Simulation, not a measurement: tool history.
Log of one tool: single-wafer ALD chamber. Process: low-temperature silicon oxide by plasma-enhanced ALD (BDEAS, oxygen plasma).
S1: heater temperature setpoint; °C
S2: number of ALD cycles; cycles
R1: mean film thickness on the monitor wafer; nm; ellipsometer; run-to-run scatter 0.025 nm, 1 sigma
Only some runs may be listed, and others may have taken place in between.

run 1 hour=0 | S1=95 S2=68 | R1=9.866
run 2 hour=1.6 | S1=95 S2=75 | R1=10.88
run 3 hour=8.1 | S1=101 S2=75 | R1=10.735
run 4 hour=14.9 | S1=102 S2=70 | R1=10.022
run 5 hour=19.5 | S1=103 S2=65 | R1=9.1654
run 6 hour=26 | S1=107 S2=65 | R1=9.1292

Predict the results of run 7:
run 7 hour=33.9 | S1=110 S2=54 | R1=?

Run 7 produced R1 7.5486 nm.
